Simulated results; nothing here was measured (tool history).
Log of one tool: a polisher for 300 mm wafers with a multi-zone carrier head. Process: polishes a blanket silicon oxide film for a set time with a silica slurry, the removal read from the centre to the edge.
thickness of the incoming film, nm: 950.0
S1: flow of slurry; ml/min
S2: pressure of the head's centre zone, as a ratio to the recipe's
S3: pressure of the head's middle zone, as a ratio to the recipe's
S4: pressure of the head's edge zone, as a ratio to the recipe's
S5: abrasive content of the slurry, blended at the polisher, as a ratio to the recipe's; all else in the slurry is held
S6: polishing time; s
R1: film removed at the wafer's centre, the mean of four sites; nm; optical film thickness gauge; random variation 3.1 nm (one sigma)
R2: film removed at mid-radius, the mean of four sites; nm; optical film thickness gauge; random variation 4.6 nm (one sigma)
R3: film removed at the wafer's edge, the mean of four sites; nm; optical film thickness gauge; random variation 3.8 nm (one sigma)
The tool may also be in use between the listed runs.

{"run": 1, "hour": 0.0, "S1": 235, "S2": 1.0, "S3": 1.0, "S4": 1.0, "S5": 1.0, "S6": 63, "R1": 251.9, "R2": 260.03, "R3": 256.2}
{"run": 2, "hour": 4.3, "S1": 240, "S2": 1.02, "S3": 0.98, "S4": 1.04, "S5": 1.15, "S6": 63, "R1": 269.94, "R2": 273.4, "R3": 283.5}
{"run": 3, "hour": 12.5, "S1": 240, "S2": 1.06, "S3": 0.98, "S4": 1.04, "S5": 1.15, "S6": 63, "R1": 285.24, "R2": 275.42, "R3": 285.72}
{"run": 4, "hour": 15.6, "S1": 240, "S2": 1.02, "S3": 0.98, "S4": 1.04, "S5": 1.15, "S6": 63, "R1": 267.19, "R2": 278.46, "R3": 284.04}
{"run": 5, "hour": 17.5, "S1": 245, "S2": 1.06, "S3": 0.98, "S4": 1.07, "S5": 1.2, "S6": 63, "R1": 289.68, "R2": 273.6, "R3": 293.05}
{"run": 6, "hour": 24.6, "S1": 245, "S2": 1.06, "S3": 0.98, "S4": 1.1, "S5": 1.2, "S6": 63, "R1": 288.23, "R2": 270.35, "R3": 292.83}
{"run": 7, "hour": 25.3, "S1": 250, "S2": 1.07, "S3": 0.98, "S4": 1.1, "S5": 1.3, "S6": 63, "R1": 301.44, "R2": 286.84, "R3": 307.07}
{"run": 8, "hour": 26.8, "S1": 250, "S2": 1.08, "S3": 0.97, "S4": 1.11, "S5": 1.35, "S6": 63, "R1": 313.13, "R2": 283.39, "R3": 314.92}

Run 9 comes next. What will it give?
{"run": 9, "hour": 30.3, "S1": 255, "S2": 1.08, "S3": 0.98, "S4": 1.12, "S5": 1.4, "S6": 63, "R1": "?", "R2": "?", "R3": "?"}

R1: 313.25 nm
R2: 301.59 nm
R3: 316.02 nm
